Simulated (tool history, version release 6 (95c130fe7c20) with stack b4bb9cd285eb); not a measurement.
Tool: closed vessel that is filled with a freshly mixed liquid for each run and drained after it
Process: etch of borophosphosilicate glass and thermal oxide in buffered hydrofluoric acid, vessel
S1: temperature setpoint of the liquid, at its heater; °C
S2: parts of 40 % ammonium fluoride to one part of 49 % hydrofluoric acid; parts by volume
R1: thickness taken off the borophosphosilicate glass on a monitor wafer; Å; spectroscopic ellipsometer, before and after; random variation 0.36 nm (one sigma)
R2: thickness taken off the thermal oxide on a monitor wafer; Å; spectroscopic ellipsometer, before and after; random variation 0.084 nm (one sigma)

Run 1, day 0.000: S1 21.0 °C, S2 18.5 parts by volume, time in the liquid (s) 60. Result: R1 893.54 Å, R2 306.68 Å.
Run 2, day 0.367: S1 21.0 °C, S2 14.0 parts by volume, time in the liquid (s) 60. Result: R1 1184.80 Å, R2 403.80 Å.
Run 3, day 0.458: S1 21.0 °C, S2 10.5 parts by volume, time in the liquid (s) 60. Result: R1 1564.70 Å, R2 533.65 Å.
Run 4, day 0.729: S1 20.0 °C, S2 12.0 parts by volume, time in the liquid (s) 60. Result: R1 1305.70 Å, R2 442.61 Å.
Run 5, day 0.838: S1 19.5 °C, S2 13.0 parts by volume, time in the liquid (s) 60. Result: R1 1175.40 Å, R2 400.73 Å.
Run 6, day 0.933: S1 19.0 °C, S2 14.0 parts by volume, time in the liquid (s) 60. Result: R1 1053.60 Å, R2 361.41 Å.
Run 7, day 1.167: S1 18.5 °C, S2 14.5 parts by volume, time in the liquid (s) 60. Result: R1 989.94 Å, R2 339.87 Å.

Forecast run 8:
Run 8, day 1.283: S1 17.0 °C, S2 18.5 parts by volume, time in the liquid (s) 60. Result: R1 ?, R2 ?.

{"run 8": {"R1": 720.67, "R2": 244.8}}
